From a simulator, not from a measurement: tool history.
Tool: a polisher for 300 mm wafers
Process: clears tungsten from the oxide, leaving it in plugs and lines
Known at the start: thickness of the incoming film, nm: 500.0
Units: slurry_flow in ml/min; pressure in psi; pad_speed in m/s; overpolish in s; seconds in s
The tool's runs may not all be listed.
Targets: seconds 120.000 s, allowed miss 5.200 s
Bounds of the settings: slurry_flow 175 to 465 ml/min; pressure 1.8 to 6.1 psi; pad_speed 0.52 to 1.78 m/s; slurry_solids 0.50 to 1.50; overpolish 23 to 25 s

run,hour,slurry_flow,pressure,pad_speed,slurry_solids,overpolish,seconds
1,0.0,295,3.9,1.14,1.00,23,86.409
2,3.7,295,3.9,1.14,1.00,25,87.539
3,4.5,295,3.7,1.14,1.00,25,91.165
4,8.0,295,3.7,1.14,1.00,23,90.338
# hour 11.2: worn pad replaced by a new one
5,11.2,295,3.7,1.14,1.00,25,83.351
6,11.9,295,3.7,1.14,1.00,23,81.217
7,19.8,295,3.5,1.06,1.00,23,89.186
8,25.5,295,3.3,0.98,1.00,23,100.120
9,29.4,295,3.1,0.96,1.00,23,109.430
10,36.9,295,3.0,0.96,1.00,23,112.370

Which of these 4 next moves meets every target?
A,44.4,375,3.0,0.92,1.15,23,?
B,44.4,270,2.5,1.10,1.05,23,?
C,44.4,310,2.7,1.20,0.95,25,?
D,44.4,350,3.3,0.96,1.10,23,?

move,seconds
A,107.680
B,120.830
C,107.220
D,97.337
A: further off than the last run
B: meets every target
C: further off than the last run
D: further off than the last run
Move B is the one to make.
